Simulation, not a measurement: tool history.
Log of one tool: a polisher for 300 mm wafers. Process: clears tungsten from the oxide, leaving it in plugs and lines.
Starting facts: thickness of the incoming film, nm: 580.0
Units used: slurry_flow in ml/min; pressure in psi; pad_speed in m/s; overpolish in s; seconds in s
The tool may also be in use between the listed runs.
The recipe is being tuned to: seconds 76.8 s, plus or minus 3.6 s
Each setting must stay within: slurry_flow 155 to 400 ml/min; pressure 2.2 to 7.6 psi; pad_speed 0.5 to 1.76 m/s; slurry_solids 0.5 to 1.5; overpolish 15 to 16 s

run  hour  slurry_flow  pressure  pad_speed  slurry_solids  overpolish  seconds
  1     0          255       4.9       1.12              1          15   92.689
  2   3.2          255       4.9       1.22              1          15   84.961
  3   9.1          255         5       1.22              1          15   84.556
  4  13.2          255         5       1.46              1          15   71.013
  5    20          255         5       1.46           1.15          15   66.948
  6  25.8          255         5       1.46           1.15          15   66.457
  7  32.7          255       4.8       1.46           1.15          15   70.621
  8  35.2          255       4.7       1.46           1.15          15   71.604
  9  37.4          255       4.6       1.46           1.15          15   71.455

Exercise: of the 4 proposed moves below, exactly one satisfies all targets within the stated allowed misses. Which move is it?
  A  39.6          255       4.5       1.62            1.1          15        ?
  B  39.6          215       4.7       1.62            1.1          15        ?
  C  39.6          250       4.5       1.52           1.15          15        ?
  D  39.6          255       4.4       1.38           1.25          15        ?

move  seconds
   A   68.114
   B    66.75
   C   71.452
   D   77.647
A: further off than the last run
B: further off than the last run
C: roughly where the last run was
D: all results land within tolerance of their targets
Correct choice: D, which meets every target

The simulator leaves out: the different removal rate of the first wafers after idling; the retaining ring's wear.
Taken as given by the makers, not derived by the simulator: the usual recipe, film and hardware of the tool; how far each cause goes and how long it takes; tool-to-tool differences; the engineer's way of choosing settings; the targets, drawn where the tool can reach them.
